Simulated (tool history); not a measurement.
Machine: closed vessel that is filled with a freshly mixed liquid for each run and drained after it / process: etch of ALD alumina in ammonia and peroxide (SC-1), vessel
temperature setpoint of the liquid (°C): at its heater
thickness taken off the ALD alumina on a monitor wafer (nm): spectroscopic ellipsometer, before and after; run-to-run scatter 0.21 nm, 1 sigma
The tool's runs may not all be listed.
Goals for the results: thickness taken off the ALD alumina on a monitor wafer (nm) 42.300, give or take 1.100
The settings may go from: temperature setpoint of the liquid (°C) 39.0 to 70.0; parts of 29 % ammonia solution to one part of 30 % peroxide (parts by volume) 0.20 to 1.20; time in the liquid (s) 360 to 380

| run | day | temperature setpoint of the liquid (°C) | parts of 29 % ammonia solution to one part of 30 % peroxide (parts by volume) | time in the liquid (s) | thickness taken off the ALD alumina on a monitor wafer (nm) |
|---|---|---|---|---|---|
| 1 | 0.000 | 55.0 | 0.70 | 360 | 31.721 |
| 2 | 0.325 | 55.0 | 0.70 | 360 | 31.745 |
| 3 | 0.488 | 52.0 | 0.70 | 360 | 26.967 |
| 4 | 0.604 | 53.0 | 0.70 | 360 | 28.617 |
| 5 | 0.662 | 47.0 | 0.70 | 360 | 20.472 |
| 6 | 0.808 | 47.0 | 0.45 | 360 | 19.798 |
| 7 | 0.896 | 48.5 | 0.45 | 360 | 21.327 |
| 8 | 1.242 | 50.0 | 0.45 | 360 | 23.416 |
| 9 | 1.288 | 51.0 | 0.45 | 360 | 24.583 |
| 10 | 1.554 | 52.0 | 0.45 | 360 | 26.011 |
| 11 | 1.775 | 53.0 | 0.45 | 360 | 27.509 |
| 12 | 1.896 | 53.0 | 0.45 | 360 | 27.259 |
| 13 | 2.267 | 54.0 | 0.45 | 360 | 29.044 |
| 14 | 2.508 | 62.0 | 0.45 | 360 | 43.542 |

Next run, 5 choices. One meets every target within its allowed miss, the rest don't. Which?
| A | 2.750 | 64.5 | 0.20 | 360 | ? |
| B | 2.750 | 61.5 | 0.50 | 370 | ? |
| C | 2.750 | 62.5 | 0.35 | 365 | ? |
| D | 2.750 | 62.5 | 0.45 | 360 | ? |
| E | 2.750 | 61.0 | 0.60 | 360 | ? |

| move | thickness taken off the ALD alumina on a monitor wafer (nm) |
|---|---|
| A | 46.316 |
| B | 44.638 |
| C | 44.787 |
| D | 45.235 |
| E | 43.075 |
A: the biggest miss grows against the last run
B: the biggest miss grows against the last run
C: the biggest miss grows against the last run
D: the biggest miss grows against the last run
E: in spec on every target
E is the move that brings every result within its allowed miss.

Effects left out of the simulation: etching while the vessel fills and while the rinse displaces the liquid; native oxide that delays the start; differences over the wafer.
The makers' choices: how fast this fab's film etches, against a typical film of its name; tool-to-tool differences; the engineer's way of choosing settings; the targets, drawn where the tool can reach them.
